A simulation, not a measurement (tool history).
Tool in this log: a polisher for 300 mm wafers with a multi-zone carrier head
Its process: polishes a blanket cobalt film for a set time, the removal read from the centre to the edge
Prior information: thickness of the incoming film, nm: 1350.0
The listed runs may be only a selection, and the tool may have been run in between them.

run	hour	flow of slurry (ml/min)	pressure of the head's centre zone	pressure of the head's middle zone	pressure of the head's edge zone	polishing time (s)	film removed at the wafer's centre (nm)	film removed at mid-radius (nm)	film removed at the wafer's edge (nm)
1	0	215	1	1	1	49	224.82	226.09	232.5
2	8.2	215	1.04	1	1	49	236.53	232.13	230.45
3	15.2	215	1	1	1	49	225.54	225.79	230.47
4	19.5	215	1	1	1	59	272.55	268.96	278.45
5	27.3	215	1	1.08	1	59	270.74	285.93	276.26
6	31.4	215	1	1.14	1	59	275	299.25	276.08
7	38.8	210	0.99	1.11	0.98	52	237.9	262.67	241.67
8	42.3	210	0.99	1.08	0.97	45	205.45	219.5	207.46
9	48	210	0.97	1.07	0.94	41	184.94	198.31	186.52
10	49.6	210	0.95	1.06	0.92	39	170.37	186.96	174
11	53	210	0.94	1.04	0.9	37	160.42	177.02	165.22

Run 12 comes next. What will it give?
12	53.7	210	0.93	1.02	0.88	36	?	?	?

Logged for run 12: film removed at the wafer's centre (nm) 153.87, film removed at mid-radius (nm) 165.4, film removed at the wafer's edge (nm) 160.49.
